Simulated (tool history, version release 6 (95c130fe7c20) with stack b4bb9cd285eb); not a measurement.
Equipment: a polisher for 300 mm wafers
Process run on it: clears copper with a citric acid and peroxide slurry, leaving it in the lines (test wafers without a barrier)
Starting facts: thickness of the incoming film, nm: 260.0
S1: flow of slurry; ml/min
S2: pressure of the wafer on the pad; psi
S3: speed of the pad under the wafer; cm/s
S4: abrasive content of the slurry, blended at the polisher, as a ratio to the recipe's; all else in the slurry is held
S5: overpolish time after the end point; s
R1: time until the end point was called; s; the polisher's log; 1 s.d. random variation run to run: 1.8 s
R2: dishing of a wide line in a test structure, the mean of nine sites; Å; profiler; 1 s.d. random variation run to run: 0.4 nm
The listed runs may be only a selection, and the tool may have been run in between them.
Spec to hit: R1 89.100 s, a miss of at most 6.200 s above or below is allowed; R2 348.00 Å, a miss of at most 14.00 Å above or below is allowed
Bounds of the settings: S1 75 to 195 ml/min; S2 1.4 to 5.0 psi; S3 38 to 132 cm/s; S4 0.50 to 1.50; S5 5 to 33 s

| run | hour | S1 | S2 | S3 | S4 | S5 | R1 | R2 |
|---|---|---|---|---|---|---|---|---|
| 1 | 0.0 | 125 | 3.2 | 84 | 1.00 | 17 | 161.740 | 241.94 |
| 2 | 5.4 | 135 | 3.7 | 84 | 1.00 | 16 | 136.160 | 263.73 |
| 3 | 7.7 | 135 | 3.7 | 84 | 1.00 | 22 | 137.940 | 357.33 |
| 4 | 14.5 | 135 | 3.7 | 84 | 0.85 | 22 | 136.350 | 338.63 |
| 5 | 15.3 | 140 | 4.0 | 84 | 0.80 | 21 | 133.760 | 348.59 |
|  | 16.6 | slurry blender recalibrated |
| 6 | 16.6 | 140 | 4.0 | 84 | 0.80 | 15 | 128.200 | 267.71 |
| 7 | 21.5 | 145 | 4.3 | 86 | 0.80 | 14 | 118.100 | 275.60 |
| 8 | 24.6 | 145 | 4.3 | 86 | 0.80 | 14 | 116.990 | 277.11 |

Which of these 4 next moves meets every target?
| A | 27.7 | 165 | 3.4 | 70 | 1.00 | 27 | ? | ? |
| B | 27.7 | 135 | 4.2 | 92 | 0.90 | 15 | ? | ? |
| C | 27.7 | 140 | 4.3 | 116 | 0.75 | 14 | ? | ? |
| D | 27.7 | 130 | 4.9 | 104 | 0.75 | 16 | ? | ? |

| move | R1 | R2 |
|---|---|---|
| A | 161.480 | 361.53 |
| B | 109.920 | 302.66 |
| C | 90.169 | 340.64 |
| D | 88.888 | 390.90 |
A: the worst result of the last run now meets its target, but another is out of spec
B: an improvement on the last run, though not all results are within tolerance
C: all results in spec
D: pushes the last run's worst result past its target
Correct choice: C, which meets every target
